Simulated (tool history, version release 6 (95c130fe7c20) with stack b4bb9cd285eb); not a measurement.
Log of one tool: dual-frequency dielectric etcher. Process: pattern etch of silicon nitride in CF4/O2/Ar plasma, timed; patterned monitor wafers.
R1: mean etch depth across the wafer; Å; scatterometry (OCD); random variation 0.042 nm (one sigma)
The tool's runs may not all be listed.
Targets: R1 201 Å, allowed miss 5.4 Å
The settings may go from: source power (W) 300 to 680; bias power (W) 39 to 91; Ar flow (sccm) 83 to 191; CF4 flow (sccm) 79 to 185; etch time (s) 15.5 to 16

Run 1, hour 0: source power (W) 490, bias power (W) 65, Ar flow (sccm) 137, CF4 flow (sccm) 132, etch time (s) 15.5. Result: R1 292.95 Å.
Run 2, hour 3.4: source power (W) 490, bias power (W) 65, Ar flow (sccm) 154, CF4 flow (sccm) 132, etch time (s) 15.5. Result: R1 289.32 Å.
Run 3, hour 11.4: source power (W) 490, bias power (W) 65, Ar flow (sccm) 154, CF4 flow (sccm) 113, etch time (s) 15.5. Result: R1 281.57 Å.
Run 4, hour 17.4: source power (W) 490, bias power (W) 65, Ar flow (sccm) 154, CF4 flow (sccm) 91, etch time (s) 15.5. Result: R1 269.15 Å.
Run 5, hour 18.9: source power (W) 490, bias power (W) 72, Ar flow (sccm) 154, CF4 flow (sccm) 91, etch time (s) 15.5. Result: R1 280.26 Å.
Run 6, hour 24.3: source power (W) 530, bias power (W) 72, Ar flow (sccm) 154, CF4 flow (sccm) 91, etch time (s) 15.5. Result: R1 300.85 Å.
Run 7, hour 24.8: source power (W) 510, bias power (W) 72, Ar flow (sccm) 154, CF4 flow (sccm) 91, etch time (s) 15.5. Result: R1 289.78 Å.
Run 8, hour 26: source power (W) 410, bias power (W) 68, Ar flow (sccm) 156, CF4 flow (sccm) 89, etch time (s) 15.5. Result: R1 230.23 Å.
Run 9, hour 34.5: source power (W) 400, bias power (W) 68, Ar flow (sccm) 156, CF4 flow (sccm) 89, etch time (s) 15.5. Result: R1 223.19 Å.
Run 10, hour 43.2: source power (W) 370, bias power (W) 68, Ar flow (sccm) 156, CF4 flow (sccm) 89, etch time (s) 15.5. Result: R1 207.5 Å.

5 next moves are on the table. One of them brings every result within its allowed miss. Which?
Run A, hour 51.9: source power (W) 360, bias power (W) 67, Ar flow (sccm) 175, CF4 flow (sccm) 83, etch time (s) 16. Result: R1 ?.
Run B, hour 51.9: source power (W) 360, bias power (W) 62, Ar flow (sccm) 161, CF4 flow (sccm) 85, etch time (s) 15.5. Result: R1 ?.
Run C, hour 51.9: source power (W) 370, bias power (W) 71, Ar flow (sccm) 181, CF4 flow (sccm) 102, etch time (s) 15.5. Result: R1 ?.
Run D, hour 51.9: source power (W) 340, bias power (W) 62, Ar flow (sccm) 154, CF4 flow (sccm) 81, etch time (s) 16. Result: R1 ?.
Run E, hour 51.9: source power (W) 340, bias power (W) 58, Ar flow (sccm) 144, CF4 flow (sccm) 84, etch time (s) 16. Result: R1 ?.

move      R1
   A  200.69
   B  192.03
   C  212.19
   D  186.37
   E  185.16
A: meets every target
B: takes the result that was furthest off past its target
C: further off than the last run
D: takes the result that was furthest off past its target
E: takes the result that was furthest off past its target
Answer: A

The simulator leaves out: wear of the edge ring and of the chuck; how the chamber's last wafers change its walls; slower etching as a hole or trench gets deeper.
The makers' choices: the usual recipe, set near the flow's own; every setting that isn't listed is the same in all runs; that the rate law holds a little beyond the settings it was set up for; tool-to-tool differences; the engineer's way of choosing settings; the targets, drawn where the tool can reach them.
